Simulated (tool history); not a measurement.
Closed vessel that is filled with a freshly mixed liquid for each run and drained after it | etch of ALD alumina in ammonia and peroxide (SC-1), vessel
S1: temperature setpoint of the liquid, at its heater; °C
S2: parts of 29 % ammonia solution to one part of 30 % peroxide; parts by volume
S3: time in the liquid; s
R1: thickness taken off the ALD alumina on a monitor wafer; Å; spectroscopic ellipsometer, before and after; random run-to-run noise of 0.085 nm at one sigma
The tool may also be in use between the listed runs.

run	hour	S1	S2	S3	R1
1	0	47	0.45	115	69.186
2	7.6	47.5	0.45	115	72.368
3	9.5	42	0.45	115	51.086
4	15.2	42	0.45	115	52.465
5	17.7	43.5	0.45	115	56.197
6	21.9	47	0.45	115	69.64
7	26.9	47.5	0.45	115	69.368
8	30.1	48	0.45	115	72.429
9	37.4	48.5	0.45	115	75.925

What will run 10 give?
10	44.3	49	0.45	115	?

R1: 78.327 Å
